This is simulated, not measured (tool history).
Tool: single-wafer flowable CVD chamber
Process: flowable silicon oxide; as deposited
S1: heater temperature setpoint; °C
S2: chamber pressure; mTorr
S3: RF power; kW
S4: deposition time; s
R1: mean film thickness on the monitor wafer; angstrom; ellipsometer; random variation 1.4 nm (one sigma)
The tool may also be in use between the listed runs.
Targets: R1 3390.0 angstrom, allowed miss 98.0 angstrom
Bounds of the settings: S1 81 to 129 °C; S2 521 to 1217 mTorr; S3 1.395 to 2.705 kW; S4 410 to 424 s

run 1 day=0.000 | S1=105 S2=869 S3=2.050 S4=410 | R1=2394.1
run 2 day=0.196 | S1=102 S2=870 S3=2.050 S4=410 | R1=2671.7
run 3 day=0.512 | S1=100 S2=871 S3=2.050 S4=410 | R1=2870.1
run 4 day=0.662 | S1=100 S2=871 S3=2.165 S4=410 | R1=2912.6
run 5 day=0.721 | S1=99 S2=871 S3=2.165 S4=410 | R1=3008.5
run 6 day=0.858 | S1=99 S2=871 S3=1.890 S4=410 | R1=2905.7
run 7 day=1.154 | S1=98 S2=871 S3=1.890 S4=410 | R1=3051.0
run 8 day=1.375 | S1=97 S2=871 S3=1.890 S4=410 | R1=3148.7
run 9 day=1.500 | S1=96 S2=871 S3=1.890 S4=410 | R1=3263.4

4 next moves are on the table. One of them brings every result within its allowed miss. Which?
run A day=1.625 | S1=100 S2=968 S3=2.095 S4=410 | R1=?
run B day=1.625 | S1=94 S2=917 S3=1.970 S4=410 | R1=?
run C day=1.625 | S1=94 S2=804 S3=2.085 S4=424 | R1=?
run D day=1.625 | S1=94 S2=775 S3=1.725 S4=410 | R1=?

move=A R1=3200.3
move=B R1=3738.1
move=C R1=3469.4
move=D R1=3141.2
A: further off than the last run
B: takes the result that was furthest off past its target
C: meets every target
D: further off than the last run
Answer: C
